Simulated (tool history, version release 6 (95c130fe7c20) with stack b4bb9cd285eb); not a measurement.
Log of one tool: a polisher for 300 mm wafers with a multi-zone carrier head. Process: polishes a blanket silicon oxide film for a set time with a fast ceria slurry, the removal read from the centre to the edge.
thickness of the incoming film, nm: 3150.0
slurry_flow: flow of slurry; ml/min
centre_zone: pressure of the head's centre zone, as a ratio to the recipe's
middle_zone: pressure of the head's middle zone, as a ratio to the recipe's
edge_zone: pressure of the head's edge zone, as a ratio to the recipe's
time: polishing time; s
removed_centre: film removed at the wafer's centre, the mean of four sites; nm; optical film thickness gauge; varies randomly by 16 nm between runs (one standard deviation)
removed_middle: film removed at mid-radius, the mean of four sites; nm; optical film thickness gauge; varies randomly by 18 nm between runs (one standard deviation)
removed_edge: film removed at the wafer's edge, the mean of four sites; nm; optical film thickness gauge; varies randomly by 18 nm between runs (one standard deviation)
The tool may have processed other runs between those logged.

Run 1, hour 0.0: slurry_flow 220 ml/min, centre_zone 1.00, middle_zone 1.00, edge_zone 1.00, time 71 s. Result: removed_centre 1119.20 nm, removed_middle 1201.10 nm, removed_edge 1092.70 nm.
Run 2, hour 2.5: slurry_flow 220 ml/min, centre_zone 1.00, middle_zone 1.00, edge_zone 1.00, time 55 s. Result: removed_centre 880.01 nm, removed_middle 890.23 nm, removed_edge 860.47 nm.
Run 3, hour 7.6: slurry_flow 180 ml/min, centre_zone 1.00, middle_zone 1.00, edge_zone 1.00, time 55 s. Result: removed_centre 847.20 nm, removed_middle 873.41 nm, removed_edge 840.07 nm.
Run 4, hour 8.3: slurry_flow 180 ml/min, centre_zone 1.07, middle_zone 1.00, edge_zone 1.00, time 55 s. Result: removed_centre 898.97 nm, removed_middle 883.69 nm, removed_edge 823.43 nm.
Run 5, hour 16.5: slurry_flow 180 ml/min, centre_zone 1.14, middle_zone 1.00, edge_zone 1.00, time 55 s. Result: removed_centre 970.97 nm, removed_middle 865.47 nm, removed_edge 833.79 nm.
Run 6, hour 21.4: slurry_flow 210 ml/min, centre_zone 1.09, middle_zone 0.95, edge_zone 1.06, time 68 s. Result: removed_centre 1182.90 nm, removed_middle 1089.90 nm, removed_edge 1082.50 nm.
Run 7, hour 22.9: slurry_flow 230 ml/min, centre_zone 1.05, middle_zone 0.91, edge_zone 1.10, time 76 s. Result: removed_centre 1278.60 nm, removed_middle 1197.30 nm, removed_edge 1241.10 nm.
Run 8, hour 24.7: slurry_flow 235 ml/min, centre_zone 1.03, middle_zone 0.88, edge_zone 1.13, time 83 s. Result: removed_centre 1362.10 nm, removed_middle 1309.90 nm, removed_edge 1357.10 nm.
Run 9, hour 29.8: slurry_flow 250 ml/min, centre_zone 1.02, middle_zone 0.86, edge_zone 1.15, time 88 s. Result: removed_centre 1453.90 nm, removed_middle 1346.40 nm, removed_edge 1504.90 nm.

The next listed run, before its measurement:
Run 10, hour 32.8: slurry_flow 250 ml/min, centre_zone 1.02, middle_zone 0.86, edge_zone 1.15, time 88 s. Result: removed_centre ?, removed_middle ?, removed_edge ?.

Run 10 measured removed_centre 1442.90 nm, removed_middle 1353.00 nm, removed_edge 1486.60 nm.
